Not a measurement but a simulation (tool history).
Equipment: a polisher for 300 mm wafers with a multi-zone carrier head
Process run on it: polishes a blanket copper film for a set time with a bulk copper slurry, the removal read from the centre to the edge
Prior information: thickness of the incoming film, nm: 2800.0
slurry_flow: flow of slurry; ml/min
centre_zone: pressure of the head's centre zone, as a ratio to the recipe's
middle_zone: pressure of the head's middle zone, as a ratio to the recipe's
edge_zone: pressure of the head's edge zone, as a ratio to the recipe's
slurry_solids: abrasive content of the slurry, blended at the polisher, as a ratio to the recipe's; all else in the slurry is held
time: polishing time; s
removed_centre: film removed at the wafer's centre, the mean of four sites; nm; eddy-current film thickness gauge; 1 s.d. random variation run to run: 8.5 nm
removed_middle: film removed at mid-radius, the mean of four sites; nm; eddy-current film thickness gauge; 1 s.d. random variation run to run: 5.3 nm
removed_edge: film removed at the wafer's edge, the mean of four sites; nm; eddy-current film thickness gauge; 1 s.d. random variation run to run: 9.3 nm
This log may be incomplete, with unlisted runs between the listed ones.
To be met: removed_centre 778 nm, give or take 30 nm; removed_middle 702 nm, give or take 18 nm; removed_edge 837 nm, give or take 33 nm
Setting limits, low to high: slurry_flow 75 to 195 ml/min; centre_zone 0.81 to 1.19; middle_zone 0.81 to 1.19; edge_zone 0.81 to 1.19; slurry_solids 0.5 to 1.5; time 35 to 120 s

run	hour	slurry_flow	centre_zone	middle_zone	edge_zone	slurry_solids	time	removed_centre	removed_middle	removed_edge
1	0	125	1	1	1	1	77	475.04	534.57	538.29
2	4.7	130	1.01	0.99	1.02	1.05	79	510.86	548.7	559.1
3	12.7	130	1.01	0.99	0.98	1.05	79	526.51	546.04	556.98
4	15	130	1.01	0.99	0.91	1.05	79	525.02	546.84	525.55
5	18.2	130	1.01	0.99	0.91	0.85	79	496.71	530.15	516.83
6	23.4	130	1.02	0.98	0.94	0.9	81	524.29	541.43	552.17
7	24.2	130	1.03	0.98	0.97	0.95	83	547.85	562.04	564.7
8	27.3	135	1.02	0.97	0.99	1	85	574.2	579.39	595.31
9	29.9	135	1.02	0.96	1.01	1.05	87	580.75	594.33	623.41
10	37.7	140	1.02	0.95	1.03	1.1	88	603.81	605.9	643.52
# hour 46.6: centre zone pressure recalibrated
11	46.6	140	1.02	0.94	1.05	1.15	89	639.87	615.3	667.97
12	48.2	140	1.02	0.93	1.07	1.2	90	665.42	610.44	687.08
13	49.6	145	1.01	0.93	1.08	1.25	91	670.71	632.93	696.47
14	53.2	145	1.01	0.93	1.08	1.25	91	676.38	630.77	701.63
15	54.3	145	1.01	0.93	1.09	1.3	92	689.34	647.63	723.73

Exercise: of the 5 proposed moves below, exactly one satisfies all targets within the stated allowed misses. Which move is it?
A	55.4	160	1.08	0.84	1.1	1.5	96	?	?	?
B	55.4	160	1.07	1	1.01	1.4	92	?	?	?
C	55.4	130	1.02	0.89	1.13	1.3	105	?	?	?
D	55.4	120	0.87	0.87	1.19	1.25	99	?	?	?
E	55.4	155	0.87	0.86	1.19	1.4	111	?	?	?

move	removed_centre	removed_middle	removed_edge
A	793.07	652.3	783.46
B	743.83	713.32	708.7
C	758.25	696.71	818.32
D	590.85	627.69	775.96
E	722.79	754.89	926.53
A: nearer than the last run, and not there yet
B: moves away from the targets compared with the last run
C: all results land within tolerance of their targets
D: moves away from the targets compared with the last run
E: takes the result that was furthest off past its target
The right move is C.
